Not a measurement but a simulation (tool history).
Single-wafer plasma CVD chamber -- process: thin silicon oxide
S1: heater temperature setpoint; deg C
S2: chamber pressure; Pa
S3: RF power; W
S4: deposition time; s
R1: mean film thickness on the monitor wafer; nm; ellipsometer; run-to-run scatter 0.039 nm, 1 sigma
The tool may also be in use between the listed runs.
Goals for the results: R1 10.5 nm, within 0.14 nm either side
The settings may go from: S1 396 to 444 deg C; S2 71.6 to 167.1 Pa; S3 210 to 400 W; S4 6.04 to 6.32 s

run  hour   S1     S2   S3    S4      R1
  1     0  420  119.3  305  6.32  13.756
  2   5.5  420  107.2  305  6.32   12.43
  3  10.3  420  100.4  305  6.32  11.522
  4  17.5  413  100.4  305  6.32  11.487
  5  24.7  413   84.9  305  6.32  9.2737
  6  26.8  413   71.6  305  6.32  7.3531
  7  33.7  413   79.3  305  6.32  8.4912
  8  38.3  413   84.4  305  6.32  9.2627
  9    46  413   84.4  305  6.32  9.1862
 10    53  411   87.3  305  6.32   9.674
 11  59.8  407     88  305  6.32  9.8109
 12  61.6  405   89.1  305  6.32  9.8808
 13  64.5  404   90.4  305  6.32  10.143
 14  73.1  403   91.1  305  6.32  10.161
 15  73.7  403   91.9  305  6.32  10.352

Pick the move, out of 5, that brings all results within their allowed miss; only one does.
  A  74.3  404  92.4  305  6.17   ?
  B  74.3  408  96.7  305  6.04   ?
  C  74.3  401  91.7  315  6.13   ?
  D  74.3  404  95.3  320  6.17   ?
  E  74.3  397  90.4  315  6.28   ?

move      R1
   A  10.152
   B  10.492
   C  10.115
   D  10.725
   E  10.194
A: further off than the last run
B: meets every target
C: further off than the last run
D: takes the result that was furthest off past its target
E: further off than the last run
Correct choice: B, which meets every target

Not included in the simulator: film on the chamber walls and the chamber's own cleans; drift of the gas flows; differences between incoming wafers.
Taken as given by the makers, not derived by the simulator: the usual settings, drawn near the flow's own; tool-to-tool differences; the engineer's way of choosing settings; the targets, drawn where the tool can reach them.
